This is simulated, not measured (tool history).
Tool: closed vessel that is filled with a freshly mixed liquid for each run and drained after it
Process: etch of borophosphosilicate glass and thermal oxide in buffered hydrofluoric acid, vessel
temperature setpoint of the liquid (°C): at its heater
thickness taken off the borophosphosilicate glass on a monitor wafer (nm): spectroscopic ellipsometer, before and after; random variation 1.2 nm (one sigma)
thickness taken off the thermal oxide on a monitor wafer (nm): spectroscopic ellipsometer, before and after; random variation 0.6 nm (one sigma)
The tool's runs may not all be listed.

run,day,temperature setpoint of the liquid (°C),parts of 40 % ammonium fluoride to one part of 49 % hydrofluoric acid (parts by volume),time in the liquid (s),thickness taken off the borophosphosilicate glass on a monitor wafer (nm),thickness taken off the thermal oxide on a monitor wafer (nm)
1,0.000,23.0,19.5,65,49.575,36.219
2,0.346,25.0,16.0,70,72.597,52.852
3,0.700,26.5,13.5,70,93.486,68.080
4,0.871,29.5,13.5,70,109.410,80.236
5,1.083,29.5,13.5,85,133.510,96.143
6,1.375,26.0,13.5,85,110.560,79.864
7,1.700,27.5,13.0,85,123.140,90.173
8,1.971,31.0,10.5,85,185.150,133.920
9,2.021,30.5,10.5,85,180.180,130.200
10,2.346,30.0,10.5,85,176.940,127.110
11,2.417,30.0,10.5,85,174.690,127.670

Forecast run 12:
12,2.458,29.5,10.5,85,?,?

{"run 12": {"thickness taken off the borophosphosilicate glass on a monitor wafer (nm)": 171.09, "thickness taken off the thermal oxide on a monitor wafer (nm)": 122.59}}
